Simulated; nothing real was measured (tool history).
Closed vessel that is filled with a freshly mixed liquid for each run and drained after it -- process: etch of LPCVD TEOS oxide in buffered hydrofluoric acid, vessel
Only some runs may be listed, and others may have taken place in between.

run,hour,temperature setpoint of the liquid (C),parts of 40 % ammonium fluoride to one part of 49 % hydrofluoric acid (parts by volume),time in the liquid (s),thickness taken off the LPCVD TEOS oxide on a monitor wafer (Å)
1,0,23,15.5,105,2871.2
2,2.1,21.5,16.5,105,2492.9
3,8.8,21.5,16.5,105,2494.4
4,14.1,21.5,16.5,110,2615.6
5,17.4,21.5,13.5,110,3191.5
6,18.2,21.5,15.5,110,2788.9
7,25.9,20.5,16.5,110,2463.1
8,30.1,19.5,17.5,110,2191.4
9,35.2,19,18,110,2072.2
10,37.8,18.5,18.5,110,1966.1

Run 11 comes next. What will it give?
11,39.8,18,19,110,?

thickness taken off the LPCVD TEOS oxide on a monitor wafer (Å): 1869.8
